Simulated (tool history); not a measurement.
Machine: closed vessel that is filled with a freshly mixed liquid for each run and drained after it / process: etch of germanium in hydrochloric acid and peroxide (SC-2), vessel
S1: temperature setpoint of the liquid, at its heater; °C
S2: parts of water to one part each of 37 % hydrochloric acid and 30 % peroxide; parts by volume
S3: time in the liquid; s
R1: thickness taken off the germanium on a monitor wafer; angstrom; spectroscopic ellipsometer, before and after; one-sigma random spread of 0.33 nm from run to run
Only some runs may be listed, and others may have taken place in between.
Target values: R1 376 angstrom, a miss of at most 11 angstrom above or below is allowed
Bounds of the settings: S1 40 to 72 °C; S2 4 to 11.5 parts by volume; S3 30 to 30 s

run	hour	S1	S2	S3	R1
1	0	56	6.5	30	472.69
2	4.4	54	6.5	30	445.94
3	5.6	54	5	30	446.38
4	11.1	54	5	30	443.18
5	13.6	52.5	5	30	428.18
6	17.1	52.5	4	30	433.72
7	23.3	51.5	4	30	416.02
# hour 29.3: chemicals flow meter replaced
8	29.3	50.5	4	30	402.05

Which single option among these 4 for the next run brings every result within its allowed miss of target? Just one does.
A	35.3	48.5	4	30	?
B	35.3	50	4.5	30	?
C	35.3	52.5	4	30	?
D	35.3	51	4	30	?

move	R1
A	381.57
B	400.08
C	434.1
D	413.77
A: in spec on every target
B: nearer the targets than the last run, but a result is still out of spec
C: lands further from the targets than the last run did
D: lands further from the targets than the last run did
Go with A: it meets all targets.
